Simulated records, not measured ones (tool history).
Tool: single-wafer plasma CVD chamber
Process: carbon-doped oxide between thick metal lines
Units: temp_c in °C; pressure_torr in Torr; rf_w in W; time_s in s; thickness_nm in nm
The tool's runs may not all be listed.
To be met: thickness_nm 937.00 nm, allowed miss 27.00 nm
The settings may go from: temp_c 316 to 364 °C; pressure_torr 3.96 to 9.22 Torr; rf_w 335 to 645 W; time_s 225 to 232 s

run	day	temp_c	pressure_torr	rf_w	time_s	thickness_nm
1	0.000	340	6.59	490	225	1103.70
2	0.262	340	6.59	490	232	1139.10
3	0.321	341	6.52	465	231	1104.70
4	0.542	342	6.47	440	230	1072.00
5	0.883	343	6.41	415	229	1035.80
6	1.133	344	6.38	400	228	1014.30
7	1.358	344	6.35	385	227	991.62
8	1.562	344	6.33	375	227	976.53
9	1.825	344	6.32	370	227	974.77
10	2.029	344	6.31	365	227	967.10

Which of these 5 next moves meets every target?
A	2.233	354	8.33	425	225	?
B	2.233	347	6.06	410	232	?
C	2.233	343	6.75	360	232	?
D	2.233	340	6.43	365	230	?
E	2.233	350	5.94	355	229	?

move	thickness_nm
A	1023.00
B	1021.60
C	985.61
D	985.25
E	935.58
A: further off than the last run
B: further off than the last run
C: further off than the last run
D: further off than the last run
E: meets every target
Answer: E

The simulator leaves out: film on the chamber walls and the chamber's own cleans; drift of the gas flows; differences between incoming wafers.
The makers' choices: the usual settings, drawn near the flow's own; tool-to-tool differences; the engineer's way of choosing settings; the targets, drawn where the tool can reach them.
